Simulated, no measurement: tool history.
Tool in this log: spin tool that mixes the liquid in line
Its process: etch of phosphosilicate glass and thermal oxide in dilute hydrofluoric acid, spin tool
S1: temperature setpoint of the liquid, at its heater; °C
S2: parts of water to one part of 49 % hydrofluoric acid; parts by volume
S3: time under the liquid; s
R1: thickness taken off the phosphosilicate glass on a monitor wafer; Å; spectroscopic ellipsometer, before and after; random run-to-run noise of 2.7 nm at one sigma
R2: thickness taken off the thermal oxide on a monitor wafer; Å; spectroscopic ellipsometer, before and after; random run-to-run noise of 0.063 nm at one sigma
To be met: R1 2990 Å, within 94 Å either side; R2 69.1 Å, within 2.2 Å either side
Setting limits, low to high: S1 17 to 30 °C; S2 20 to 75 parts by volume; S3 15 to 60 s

{"run": 1, "hour": 0.0, "S1": 22, "S2": 45, "S3": 30, "R1": 1358.6, "R2": 31.024}
{"run": 2, "hour": 2.2, "S1": 22, "S2": 30, "S3": 30, "R1": 2051.6, "R2": 47.395}
{"run": 3, "hour": 11.1, "S1": 18.5, "S2": 30, "S3": 30, "R1": 1784.7, "R2": 40.61}
{"run": 4, "hour": 12.8, "S1": 20, "S2": 30, "S3": 30, "R1": 1870.4, "R2": 44.031}
{"run": 5, "hour": 20.6, "S1": 21.5, "S2": 30, "S3": 30, "R1": 2015.3, "R2": 45.986}
{"run": 6, "hour": 24.2, "S1": 21.5, "S2": 40, "S3": 30, "R1": 1479.8, "R2": 34.635}
{"run": 7, "hour": 29.0, "S1": 21.5, "S2": 40, "S3": 30, "R1": 1491.4, "R2": 34.102}
{"run": 8, "hour": 34.4, "S1": 25.5, "S2": 25, "S3": 30, "R1": 2919.4, "R2": 66.468}

Exercise: of the 4 proposed moves below, exactly one satisfies all targets within the stated allowed misses. Which move is it?
{"run": "A", "hour": 39.8, "S1": 29, "S2": 30, "S3": 35, "R1": "?", "R2": "?"}
{"run": "B", "hour": 39.8, "S1": 21, "S2": 25, "S3": 35, "R1": "?", "R2": "?"}
{"run": "C", "hour": 39.8, "S1": 24, "S2": 30, "S3": 40, "R1": "?", "R2": "?"}
{"run": "D", "hour": 39.8, "S1": 27, "S2": 20, "S3": 25, "R1": "?", "R2": "?"}

move=A R1=3212.5 R2=72.435
move=B R1=2782.2 R2=62.733
move=C R1=2989.8 R2=67.413
move=D R1=3220.6 R2=72.617
A: takes the result that was furthest off past its target
B: further off than the last run
C: all results land within tolerance of their targets
D: takes the result that was furthest off past its target
So the answer is move C, the one that meets all the targets.
